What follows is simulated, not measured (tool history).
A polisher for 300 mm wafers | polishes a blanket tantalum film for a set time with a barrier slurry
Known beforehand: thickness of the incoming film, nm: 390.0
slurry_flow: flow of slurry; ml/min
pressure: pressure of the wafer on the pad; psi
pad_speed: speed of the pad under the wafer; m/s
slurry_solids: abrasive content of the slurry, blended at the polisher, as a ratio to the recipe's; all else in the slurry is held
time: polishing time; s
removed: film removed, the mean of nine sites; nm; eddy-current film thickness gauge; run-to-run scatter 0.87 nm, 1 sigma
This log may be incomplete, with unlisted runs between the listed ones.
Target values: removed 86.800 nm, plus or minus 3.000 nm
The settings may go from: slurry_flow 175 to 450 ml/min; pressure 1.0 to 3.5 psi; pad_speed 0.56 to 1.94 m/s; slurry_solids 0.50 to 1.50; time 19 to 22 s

run 1 day=0.000 | slurry_flow=290 pressure=2.2 pad_speed=1.24 slurry_solids=1.00 time=22 | removed=60.338
run 2 day=0.208 | slurry_flow=290 pressure=2.4 pad_speed=1.24 slurry_solids=1.00 time=22 | removed=67.142
run 3 day=0.308 | slurry_flow=290 pressure=2.4 pad_speed=1.06 slurry_solids=1.00 time=22 | removed=57.002
run 4 day=0.342 | slurry_flow=290 pressure=2.7 pad_speed=1.06 slurry_solids=1.00 time=22 | removed=65.213
run 5 day=0.488 | slurry_flow=290 pressure=2.9 pad_speed=1.06 slurry_solids=1.00 time=22 | removed=69.884
run 6 day=0.592 | slurry_flow=290 pressure=3.0 pad_speed=1.06 slurry_solids=1.00 time=22 | removed=70.875
run 7 day=0.679 | slurry_flow=290 pressure=3.1 pad_speed=1.08 slurry_solids=1.00 time=22 | removed=74.793
run 8 day=0.967 | slurry_flow=290 pressure=3.2 pad_speed=1.08 slurry_solids=1.00 time=22 | removed=77.387
run 9 day=1.067 | slurry_flow=290 pressure=3.3 pad_speed=1.08 slurry_solids=1.00 time=22 | removed=79.925
run 10 day=1.367 | slurry_flow=290 pressure=3.4 pad_speed=1.08 slurry_solids=1.00 time=22 | removed=82.195

Of the 4 settings listed for the next run, only one would bring every result within its allowed miss of target. Which one?
run A day=1.667 | slurry_flow=280 pressure=3.5 pad_speed=0.92 slurry_solids=1.20 time=22 | removed=?
run B day=1.667 | slurry_flow=350 pressure=3.5 pad_speed=0.98 slurry_solids=1.05 time=22 | removed=?
run C day=1.667 | slurry_flow=360 pressure=3.5 pad_speed=1.14 slurry_solids=1.00 time=21 | removed=?
run D day=1.667 | slurry_flow=270 pressure=3.5 pad_speed=1.08 slurry_solids=1.00 time=20 | removed=?

move=A removed=77.102
move=B removed=79.423
move=C removed=85.629
move=D removed=75.895
A: lands further from the targets than the last run did
B: lands further from the targets than the last run did
C: hits every target within its allowed miss
D: lands further from the targets than the last run did
The move that meets every target is C.
